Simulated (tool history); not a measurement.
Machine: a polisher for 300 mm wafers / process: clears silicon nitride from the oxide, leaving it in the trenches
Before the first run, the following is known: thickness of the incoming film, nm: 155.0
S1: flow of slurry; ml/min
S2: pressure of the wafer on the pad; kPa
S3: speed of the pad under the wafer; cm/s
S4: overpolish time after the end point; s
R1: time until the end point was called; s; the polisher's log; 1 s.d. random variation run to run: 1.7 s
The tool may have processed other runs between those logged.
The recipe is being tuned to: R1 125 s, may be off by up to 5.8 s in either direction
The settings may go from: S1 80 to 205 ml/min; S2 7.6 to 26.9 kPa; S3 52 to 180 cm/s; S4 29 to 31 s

run 1 day=0 | S1=135 S2=17.2 S3=116 S4=29 | R1=174.63
run 2 day=0.283 | S1=135 S2=21.4 S3=116 S4=29 | R1=145.31
run 3 day=0.638 | S1=160 S2=21.4 S3=116 S4=29 | R1=142.55
run 4 day=0.842 | S1=160 S2=21.4 S3=116 S4=31 | R1=141.28
run 5 day=1.075 | S1=160 S2=21.4 S3=116 S4=31 | R1=145.83
run 6 day=1.275 | S1=175 S2=21.4 S3=116 S4=31 | R1=141.54
run 7 day=1.542 | S1=175 S2=22.1 S3=116 S4=31 | R1=138.01
run 8 day=1.733 | S1=175 S2=22.8 S3=116 S4=31 | R1=133.06
run 9 day=1.804 | S1=175 S2=23.4 S3=116 S4=31 | R1=133.89

Which of these 4 next moves meets every target?
run A day=1.875 | S1=160 S2=23.4 S3=106 S4=31 | R1=?
run B day=1.875 | S1=160 S2=22.1 S3=130 S4=31 | R1=?
run C day=1.875 | S1=175 S2=22.8 S3=114 S4=31 | R1=?
run D day=1.875 | S1=170 S2=22.1 S3=120 S4=31 | R1=?

move=A R1=141.28
move=B R1=124.48
move=C R1=133.97
move=D R1=131.88
A: the biggest miss grows against the last run
B: every result within its allowed miss
C: neither nearer nor further off than the last run
D: moves toward the targets from the last run without getting all of them in spec
So the answer is move B, the one that meets all the targets.
